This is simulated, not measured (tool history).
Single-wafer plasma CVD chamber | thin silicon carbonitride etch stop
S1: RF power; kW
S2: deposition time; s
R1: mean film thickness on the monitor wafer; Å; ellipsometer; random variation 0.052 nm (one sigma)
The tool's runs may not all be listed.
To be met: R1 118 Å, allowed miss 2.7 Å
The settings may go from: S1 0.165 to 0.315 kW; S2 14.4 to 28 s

run  hour     S1    S2      R1
  1     0   0.24  21.2  138.37
  2   6.1   0.24    24     157
  3   9.5  0.225  22.6  145.97
  4  14.7   0.21  22.6  143.28
  5  23.2   0.19  22.6  140.04
  6  26.1  0.185  21.7  133.42
  7  28.6   0.18  21.1  129.43
  8  36.5  0.175  20.6   125.1

Which of these 4 next moves meets every target?
  A  44.4  0.165    21   ?
  B  44.4  0.185  20.1   ?
  C  44.4   0.18    19   ?
  D  44.4  0.185  21.6   ?

move      R1
   A  127.23
   B  124.55
   C  117.09
   D  133.85
A: further off than the last run
B: nearer than the last run, and not there yet
C: meets every target
D: further off than the last run
Answer: C
